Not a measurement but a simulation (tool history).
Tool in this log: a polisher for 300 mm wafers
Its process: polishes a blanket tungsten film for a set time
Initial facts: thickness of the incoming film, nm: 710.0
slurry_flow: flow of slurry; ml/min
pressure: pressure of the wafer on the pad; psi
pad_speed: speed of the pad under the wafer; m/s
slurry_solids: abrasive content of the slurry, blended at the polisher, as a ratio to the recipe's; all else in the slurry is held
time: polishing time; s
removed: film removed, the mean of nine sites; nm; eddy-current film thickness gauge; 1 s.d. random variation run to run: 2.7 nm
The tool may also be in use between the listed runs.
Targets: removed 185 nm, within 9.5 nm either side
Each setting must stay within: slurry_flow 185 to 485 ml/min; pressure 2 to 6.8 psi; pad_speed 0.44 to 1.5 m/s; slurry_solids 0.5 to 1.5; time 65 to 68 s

Run 1, hour 0: slurry_flow 310 ml/min, pressure 4.4 psi, pad_speed 0.96 m/s, slurry_solids 1, time 65 s. Result: removed 307.71 nm.
Run 2, hour 8.3: slurry_flow 310 ml/min, pressure 3.8 psi, pad_speed 0.94 m/s, slurry_solids 1, time 65 s. Result: removed 274.51 nm.
Run 3, hour 12.8: slurry_flow 310 ml/min, pressure 2.9 psi, pad_speed 0.94 m/s, slurry_solids 1, time 65 s. Result: removed 207.32 nm.
Run 4, hour 21.7: slurry_flow 310 ml/min, pressure 3.4 psi, pad_speed 0.94 m/s, slurry_solids 1, time 65 s. Result: removed 244.78 nm.
Run 5, hour 28: slurry_flow 310 ml/min, pressure 4.2 psi, pad_speed 0.94 m/s, slurry_solids 1, time 65 s. Result: removed 296.12 nm.
Run 6, hour 30.9: slurry_flow 310 ml/min, pressure 3.7 psi, pad_speed 0.92 m/s, slurry_solids 1, time 65 s. Result: removed 250.64 nm.
Run 7, hour 37.7: slurry_flow 310 ml/min, pressure 3.4 psi, pad_speed 0.92 m/s, slurry_solids 1, time 65 s. Result: removed 238.69 nm.
Run 8, hour 43.9: slurry_flow 310 ml/min, pressure 3.1 psi, pad_speed 0.92 m/s, slurry_solids 1, time 65 s. Result: removed 222.52 nm.
Run 9, hour 44.9: slurry_flow 310 ml/min, pressure 2.9 psi, pad_speed 0.92 m/s, slurry_solids 1, time 65 s. Result: removed 202.97 nm.

Below are 4 possible settings for the next run. Only one of them brings all results inside the allowed miss of their targets. Which is it?
Run A, hour 45.9: slurry_flow 340 ml/min, pressure 2.4 psi, pad_speed 1.18 m/s, slurry_solids 1, time 65 s. Result: removed ?.
Run B, hour 45.9: slurry_flow 310 ml/min, pressure 2.9 psi, pad_speed 0.92 m/s, slurry_solids 0.85, time 68 s. Result: removed ?.
Run C, hour 45.9: slurry_flow 285 ml/min, pressure 2.9 psi, pad_speed 0.82 m/s, slurry_solids 1, time 66 s. Result: removed ?.
Run D, hour 45.9: slurry_flow 275 ml/min, pressure 2.7 psi, pad_speed 0.92 m/s, slurry_solids 1.15, time 68 s. Result: removed ?.

move  removed
   A   219.86
   B   210.78
   C   190.81
   D   209.64
A: further off than the last run
B: further off than the last run
C: all results land within tolerance of their targets
D: further off than the last run
C is the move that brings every result within its allowed miss.
